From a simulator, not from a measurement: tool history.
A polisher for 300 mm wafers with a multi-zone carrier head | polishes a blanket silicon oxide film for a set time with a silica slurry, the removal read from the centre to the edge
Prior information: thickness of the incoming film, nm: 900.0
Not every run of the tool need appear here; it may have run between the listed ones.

run,hour,flow of slurry (ml/min),pressure of the head's centre zone,pressure of the head's middle zone,pressure of the head's edge zone,abrasive content of the slurry,polishing time (s),film removed at the wafer's centre (nm),film removed at mid-radius (nm),film removed at the wafer's edge (nm)
1,0,240,1,1,1,1,45,201.68,207.31,199.72
2,0.9,230,1.01,0.94,1,0.85,42,180.77,167.8,180.36
3,2.3,230,1.01,0.94,1,1,42,187.08,178.91,187.88
4,5,230,0.97,0.94,1,1,42,180.82,177.02,186.54
5,11.4,230,0.91,0.94,1,1,42,169.56,177.51,186.82
6,16.4,205,0.91,0.94,1,1,42,168.98,176.93,186.7
7,19.4,210,0.94,0.92,0.96,0.85,40,157.39,152.44,163.92
8,28,210,0.94,0.89,0.92,0.75,39,145.3,142.86,151.72

What does the tool deliver on the next run?
9,28.9,200,0.97,0.86,0.91,0.65,38,?,?,?

{"run 9": {"film removed at the wafer's centre (nm)": 137.99, "film removed at mid-radius (nm)": 122.74, "film removed at the wafer's edge (nm)": 139.42}}
